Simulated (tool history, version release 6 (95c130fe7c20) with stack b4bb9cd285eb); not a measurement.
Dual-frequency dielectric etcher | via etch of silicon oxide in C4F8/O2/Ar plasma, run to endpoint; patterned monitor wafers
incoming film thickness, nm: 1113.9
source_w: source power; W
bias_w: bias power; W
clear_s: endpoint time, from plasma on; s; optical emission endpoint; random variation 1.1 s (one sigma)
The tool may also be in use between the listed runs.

Run 1, hour 0.0: source_w 1610 W, bias_w 1734 W. Result: clear_s 264.06 s.
Run 2, hour 4.8: source_w 1810 W, bias_w 1734 W. Result: clear_s 246.98 s.
Run 3, hour 8.0: source_w 1840 W, bias_w 1739 W. Result: clear_s 246.37 s.
Run 4, hour 15.0: source_w 1960 W, bias_w 1739 W. Result: clear_s 238.99 s.
Run 5, hour 20.9: source_w 1990 W, bias_w 1743 W. Result: clear_s 238.86 s.
Run 6, hour 28.0: source_w 1990 W, bias_w 1556 W. Result: clear_s 244.06 s.
Run 7, hour 35.1: source_w 2020 W, bias_w 1573 W. Result: clear_s 242.51 s.
At hour 42.9: source power generator calibrated.
Run 8, hour 42.9: source_w 2040 W, bias_w 1590 W. Result: clear_s 236.88 s.
Run 9, hour 45.7: source_w 2060 W, bias_w 1594 W. Result: clear_s 232.88 s.
Run 10, hour 52.9: source_w 2070 W, bias_w 1596 W. Result: clear_s 231.43 s.

Run 11 comes next. What will it give?
Run 11, hour 54.7: source_w 2080 W, bias_w 1598 W. Result: clear_s ?.

clear_s: 232.47 s

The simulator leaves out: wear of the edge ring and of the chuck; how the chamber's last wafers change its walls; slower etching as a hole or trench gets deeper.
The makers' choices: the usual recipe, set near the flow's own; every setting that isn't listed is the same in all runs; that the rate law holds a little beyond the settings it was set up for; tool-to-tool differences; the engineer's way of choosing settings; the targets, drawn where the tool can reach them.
